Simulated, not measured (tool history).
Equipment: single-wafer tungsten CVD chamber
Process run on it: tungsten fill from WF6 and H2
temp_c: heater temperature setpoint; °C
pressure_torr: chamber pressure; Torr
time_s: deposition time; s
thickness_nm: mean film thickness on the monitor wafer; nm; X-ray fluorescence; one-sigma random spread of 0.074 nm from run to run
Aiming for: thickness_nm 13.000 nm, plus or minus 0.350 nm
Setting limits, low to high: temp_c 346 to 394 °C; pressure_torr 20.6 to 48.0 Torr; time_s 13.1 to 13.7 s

run 1 hour=0.0 | temp_c=370 pressure_torr=34.3 time_s=13.7 | thickness_nm=23.943
run 2 hour=2.4 | temp_c=365 pressure_torr=32.7 time_s=13.6 | thickness_nm=20.530
run 3 hour=8.0 | temp_c=361 pressure_torr=32.4 time_s=13.6 | thickness_nm=18.474
run 4 hour=15.7 | temp_c=361 pressure_torr=32.4 time_s=13.1 | thickness_nm=17.867
run 5 hour=24.5 | temp_c=354 pressure_torr=32.4 time_s=13.1 | thickness_nm=15.037
run 6 hour=27.6 | temp_c=354 pressure_torr=32.4 time_s=13.1 | thickness_nm=15.005
run 7 hour=33.4 | temp_c=353 pressure_torr=32.4 time_s=13.1 | thickness_nm=14.717
run 8 hour=41.4 | temp_c=352 pressure_torr=32.4 time_s=13.1 | thickness_nm=14.253
run 9 hour=49.2 | temp_c=352 pressure_torr=32.4 time_s=13.1 | thickness_nm=14.234
run 10 hour=52.1 | temp_c=352 pressure_torr=32.4 time_s=13.1 | thickness_nm=14.246
run 11 hour=59.7 | temp_c=351 pressure_torr=32.4 time_s=13.1 | thickness_nm=13.884
run 12 hour=60.5 | temp_c=350 pressure_torr=32.4 time_s=13.1 | thickness_nm=13.458

Which of these 5 next moves meets every target?
run A hour=61.3 | temp_c=349 pressure_torr=30.2 time_s=13.3 | thickness_nm=?
run B hour=61.3 | temp_c=351 pressure_torr=31.7 time_s=13.7 | thickness_nm=?
run C hour=61.3 | temp_c=353 pressure_torr=28.8 time_s=13.7 | thickness_nm=?
run D hour=61.3 | temp_c=350 pressure_torr=34.0 time_s=13.6 | thickness_nm=?
run E hour=61.3 | temp_c=355 pressure_torr=28.4 time_s=13.2 | thickness_nm=?

move=A thickness_nm=12.812
move=B thickness_nm=14.271
move=C thickness_nm=14.291
move=D thickness_nm=14.310
move=E thickness_nm=14.386
A: hits every target within its allowed miss
B: lands further from the targets than the last run did
C: lands further from the targets than the last run did
D: lands further from the targets than the last run did
E: lands further from the targets than the last run did
Move A is the one to make.
